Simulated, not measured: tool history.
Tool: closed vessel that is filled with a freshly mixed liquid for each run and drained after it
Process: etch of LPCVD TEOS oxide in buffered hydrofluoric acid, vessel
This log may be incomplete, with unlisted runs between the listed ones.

run  hour  temperature setpoint of the liquid (°C)  parts of 40 % ammonium fluoride to one part of 49 % hydrofluoric acid (parts by volume)  time in the liquid (s)  thickness taken off the LPCVD TEOS oxide on a monitor wafer (angstrom)
  1     0                                       24                                                                                     13.5                      90                                                                  1924.7
  2   2.1                                       21                                                                                     13.5                      90                                                                  1638.4
  3  11.1                                       21                                                                                     13.5                      90                                                                  1610.9
  4  15.8                                       21                                                                                       10                      90                                                                  2159.8
  5  19.8                                       22                                                                                       10                      90                                                                  2293.3
  6    26                                     18.5                                                                                       10                      90                                                                  1877.5

Run 7 has not been measured yet. What should we expect?
  7  31.9                                       20                                                                                       10                      90                                                                       ?

{"run 7": {"thickness taken off the LPCVD TEOS oxide on a monitor wafer (angstrom)": 2030.3}}

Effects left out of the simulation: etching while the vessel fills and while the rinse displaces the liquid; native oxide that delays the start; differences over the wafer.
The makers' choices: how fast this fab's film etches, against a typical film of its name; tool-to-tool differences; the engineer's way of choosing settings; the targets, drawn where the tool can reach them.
